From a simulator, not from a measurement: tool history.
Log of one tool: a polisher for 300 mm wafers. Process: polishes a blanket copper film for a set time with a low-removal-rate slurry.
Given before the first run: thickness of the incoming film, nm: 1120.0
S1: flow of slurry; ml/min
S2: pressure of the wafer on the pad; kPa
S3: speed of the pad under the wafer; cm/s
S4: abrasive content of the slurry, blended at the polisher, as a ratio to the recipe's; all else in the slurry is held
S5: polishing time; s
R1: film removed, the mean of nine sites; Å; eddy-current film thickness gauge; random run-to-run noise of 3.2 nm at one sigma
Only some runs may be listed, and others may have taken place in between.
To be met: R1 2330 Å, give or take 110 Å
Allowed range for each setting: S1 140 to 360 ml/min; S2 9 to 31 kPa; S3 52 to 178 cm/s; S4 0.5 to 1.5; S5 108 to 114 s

run	hour	S1	S2	S3	S4	S5	R1
1	0	230	20	114	1	108	3374.6
2	5	230	20	114	1	114	3456.1
3	13.2	275	20	114	1	114	3470.9
4	13.8	275	20	114	0.9	114	3447
5	19.2	275	20	114	0.9	114	3496.1
6	27.1	275	18.6	114	0.9	114	3197.8
7	30	275	17.9	114	0.9	114	3151.7
8	35.4	275	17.2	114	0.9	114	3057.4
9	43.4	275	16.5	114	0.9	114	2868.4
10	47.4	275	15.9	114	0.9	114	2821.2
11	55.9	275	15.2	114	0.9	114	2602.8
12	57.7	275	14.5	114	0.9	114	2558

5 candidate next runs follow, results not yet known. Just one meets every target within its allowed miss. Identify it.
A	59.5	295	15.2	112	1.1	108	?
B	59.5	295	15.2	114	0.9	114	?
C	59.5	260	15.2	106	1.1	114	?
D	59.5	270	12.4	120	0.95	114	?
E	59.5	240	14.5	120	0.8	114	?

move	R1
A	2542.5
B	2608
C	2558.7
D	2235.2
E	2475.8
A: nearer than the last run, and not there yet
B: misses by more than the last run did
C: just as far off the targets as the last run
D: each result inside its tolerance
E: nearer than the last run, and not there yet
Correct choice: D, which meets every target

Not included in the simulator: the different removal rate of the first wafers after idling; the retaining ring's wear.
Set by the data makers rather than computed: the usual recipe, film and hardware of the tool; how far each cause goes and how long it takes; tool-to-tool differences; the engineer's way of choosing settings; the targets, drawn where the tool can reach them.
